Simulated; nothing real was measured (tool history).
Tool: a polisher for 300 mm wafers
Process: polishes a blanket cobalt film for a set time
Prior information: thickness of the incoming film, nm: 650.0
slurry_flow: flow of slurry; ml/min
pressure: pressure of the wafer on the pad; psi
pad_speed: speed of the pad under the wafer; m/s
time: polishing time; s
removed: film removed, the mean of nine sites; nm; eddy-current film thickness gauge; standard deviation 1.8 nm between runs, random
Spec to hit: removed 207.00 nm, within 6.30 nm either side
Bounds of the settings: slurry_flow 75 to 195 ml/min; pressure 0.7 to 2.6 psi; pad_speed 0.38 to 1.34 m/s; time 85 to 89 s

run,hour,slurry_flow,pressure,pad_speed,time,removed
1,0.0,125,1.6,0.86,85,227.30
2,6.4,120,1.6,0.86,85,225.92
3,8.2,150,1.6,0.86,85,234.88
4,15.2,150,1.5,0.86,85,222.41
5,19.7,145,1.5,0.86,85,219.86
# hour 25.6: head pressure recalibrated
6,25.6,145,1.5,0.86,89,256.81
7,26.2,140,1.4,0.86,89,234.49
8,34.2,135,1.4,0.86,89,233.19

Next run, 5 choices. One meets every target within its allowed miss, the rest don't. Which?
A,42.2,80,1.3,1.18,89,?
B,42.2,135,2.0,0.58,87,?
C,42.2,140,1.5,0.90,85,?
D,42.2,145,1.2,1.10,86,?
E,42.2,115,1.4,0.82,85,?

move,removed
A,269.25
B,218.81
C,248.20
D,247.46
E,205.92
A: further off than the last run
B: an improvement on the last run, though not all results are within tolerance
C: further off than the last run
D: further off than the last run
E: all results in spec
The move that meets every target is E.
